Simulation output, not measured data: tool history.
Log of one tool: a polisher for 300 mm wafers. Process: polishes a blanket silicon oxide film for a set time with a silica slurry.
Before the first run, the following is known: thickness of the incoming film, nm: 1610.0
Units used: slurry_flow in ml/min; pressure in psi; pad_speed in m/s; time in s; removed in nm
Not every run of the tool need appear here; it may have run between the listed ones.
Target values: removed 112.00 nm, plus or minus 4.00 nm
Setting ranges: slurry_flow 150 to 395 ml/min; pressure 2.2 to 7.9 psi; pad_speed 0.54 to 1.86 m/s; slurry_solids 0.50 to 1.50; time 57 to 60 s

{"run": 1, "hour": 0.0, "slurry_flow": 250, "pressure": 5.0, "pad_speed": 1.18, "slurry_solids": 1.0, "time": 57, "removed": 197.81}
{"run": 2, "hour": 0.6, "slurry_flow": 200, "pressure": 5.0, "pad_speed": 1.18, "slurry_solids": 1.0, "time": 57, "removed": 192.29}
{"run": 3, "hour": 3.3, "slurry_flow": 200, "pressure": 4.7, "pad_speed": 1.18, "slurry_solids": 1.0, "time": 57, "removed": 183.8}
{"run": 4, "hour": 4.4, "slurry_flow": 200, "pressure": 4.4, "pad_speed": 1.18, "slurry_solids": 1.0, "time": 57, "removed": 170.46}
{"run": 5, "hour": 5.0, "slurry_flow": 200, "pressure": 4.2, "pad_speed": 1.18, "slurry_solids": 1.0, "time": 57, "removed": 163.94}
{"run": 6, "hour": 10.8, "slurry_flow": 200, "pressure": 4.2, "pad_speed": 0.92, "slurry_solids": 1.0, "time": 57, "removed": 140.96}
{"run": 7, "hour": 12.3, "slurry_flow": 200, "pressure": 4.1, "pad_speed": 0.92, "slurry_solids": 1.0, "time": 57, "removed": 137.5}
{"hour": 19.8, "done": "slurry blender recalibrated"}
{"run": 8, "hour": 19.8, "slurry_flow": 200, "pressure": 4.0, "pad_speed": 0.92, "slurry_solids": 1.0, "time": 57, "removed": 150.11}
{"run": 9, "hour": 25.9, "slurry_flow": 200, "pressure": 3.8, "pad_speed": 0.9, "slurry_solids": 1.0, "time": 57, "removed": 141.17}
{"run": 10, "hour": 29.8, "slurry_flow": 195, "pressure": 3.6, "pad_speed": 0.9, "slurry_solids": 1.0, "time": 57, "removed": 132.18}
{"run": 11, "hour": 37.4, "slurry_flow": 195, "pressure": 3.5, "pad_speed": 0.9, "slurry_solids": 1.0, "time": 57, "removed": 131.17}
{"run": 12, "hour": 42.9, "slurry_flow": 195, "pressure": 3.4, "pad_speed": 0.9, "slurry_solids": 1.0, "time": 57, "removed": 126.6}
{"run": 13, "hour": 45.7, "slurry_flow": 195, "pressure": 2.7, "pad_speed": 0.9, "slurry_solids": 1.0, "time": 57, "removed": 102.17}

Which single option among these 5 for the next run brings every result within its allowed miss of target? Just one does.
{"run": "A", "hour": 48.5, "slurry_flow": 210, "pressure": 2.7, "pad_speed": 0.9, "slurry_solids": 1.0, "time": 59, "removed": "?"}
{"run": "B", "hour": 48.5, "slurry_flow": 195, "pressure": 3.0, "pad_speed": 0.6, "slurry_solids": 1.3, "time": 60, "removed": "?"}
{"run": "C", "hour": 48.5, "slurry_flow": 150, "pressure": 3.0, "pad_speed": 0.92, "slurry_solids": 0.9, "time": 57, "removed": "?"}
{"run": "D", "hour": 48.5, "slurry_flow": 195, "pressure": 3.0, "pad_speed": 0.96, "slurry_solids": 1.15, "time": 57, "removed": "?"}
{"run": "E", "hour": 48.5, "slurry_flow": 205, "pressure": 2.6, "pad_speed": 0.98, "slurry_solids": 1.05, "time": 60, "removed": "?"}

move=A removed=104.38
move=B removed=103.79
move=C removed=101.41
move=D removed=122.81
move=E removed=110.25
A: better than the last run, though not everything is in spec
B: better than the last run, though not everything is in spec
C: lands further from the targets than the last run did
D: carries the result that was furthest off beyond its target, to the other side
E: in spec on every target
Move E is the one to make.

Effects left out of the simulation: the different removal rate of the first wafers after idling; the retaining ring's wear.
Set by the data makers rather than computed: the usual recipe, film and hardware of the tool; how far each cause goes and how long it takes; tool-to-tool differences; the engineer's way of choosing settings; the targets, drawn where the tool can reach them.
